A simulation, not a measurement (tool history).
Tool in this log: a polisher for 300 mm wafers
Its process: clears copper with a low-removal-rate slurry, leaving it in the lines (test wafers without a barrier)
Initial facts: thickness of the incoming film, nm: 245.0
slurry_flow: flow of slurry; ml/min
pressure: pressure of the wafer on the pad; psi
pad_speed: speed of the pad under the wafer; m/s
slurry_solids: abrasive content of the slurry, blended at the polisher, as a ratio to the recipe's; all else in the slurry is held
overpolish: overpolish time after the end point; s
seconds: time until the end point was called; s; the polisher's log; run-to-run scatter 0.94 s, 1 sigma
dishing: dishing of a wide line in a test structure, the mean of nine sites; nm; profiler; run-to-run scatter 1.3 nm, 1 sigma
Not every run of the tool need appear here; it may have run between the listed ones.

run  hour  slurry_flow  pressure  pad_speed  slurry_solids  overpolish  seconds  dishing
  1     0          305       3.1       0.88              1          15    85.47   32.598
  2   7.3          305       3.1       0.88           1.15          15   84.054   32.752
  3  13.5          235       3.1       0.88           1.15          15   85.202   34.539
  4  20.1          235       3.1       0.88           1.15          20    84.77   43.284
  5  23.6          235       3.1       0.72           1.15          20   102.31   37.555
  6  29.6          235       3.1       0.72           1.05          20   104.56   36.353

Run 7 is up next; what results do you expect?
     37.9  -- worn pad replaced by a new one
  7  37.9          240         4       0.74           1.05          23        ?        ?

Run 7 produced seconds 73.588 s, dishing 53.547 nm.
